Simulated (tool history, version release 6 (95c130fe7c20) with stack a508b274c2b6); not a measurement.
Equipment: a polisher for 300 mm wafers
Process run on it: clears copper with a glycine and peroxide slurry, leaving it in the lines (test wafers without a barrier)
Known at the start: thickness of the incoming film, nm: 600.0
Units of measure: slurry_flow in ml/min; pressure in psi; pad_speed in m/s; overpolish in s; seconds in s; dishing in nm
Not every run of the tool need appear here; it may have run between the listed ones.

| run | hour | slurry_flow | pressure | pad_speed | overpolish | seconds | dishing |
|---|---|---|---|---|---|---|---|
| 1 | 0.0 | 230 | 3.3 | 1.20 | 10 | 90.181 | 37.688 |
| 2 | 6.2 | 230 | 2.7 | 1.20 | 10 | 99.688 | 34.442 |
| 3 | 11.9 | 230 | 2.7 | 1.10 | 10 | 112.210 | 31.462 |
| 4 | 12.6 | 230 | 3.0 | 1.12 | 10 | 103.300 | 34.900 |
| 5 | 15.7 | 230 | 3.2 | 1.14 | 10 | 96.898 | 37.049 |
| 6 | 21.9 | 230 | 3.2 | 1.14 | 14 | 98.874 | 44.936 |
|  | 28.0 | worn pad replaced by a new one |
| 7 | 28.0 | 230 | 3.4 | 1.16 | 13 | 83.376 | 47.196 |

Expected results for the next run?
| 8 | 33.0 | 230 | 3.5 | 1.16 | 13 | ? | ? |

For run 8 the tool returned seconds 80.578 s, dishing 49.375 nm.

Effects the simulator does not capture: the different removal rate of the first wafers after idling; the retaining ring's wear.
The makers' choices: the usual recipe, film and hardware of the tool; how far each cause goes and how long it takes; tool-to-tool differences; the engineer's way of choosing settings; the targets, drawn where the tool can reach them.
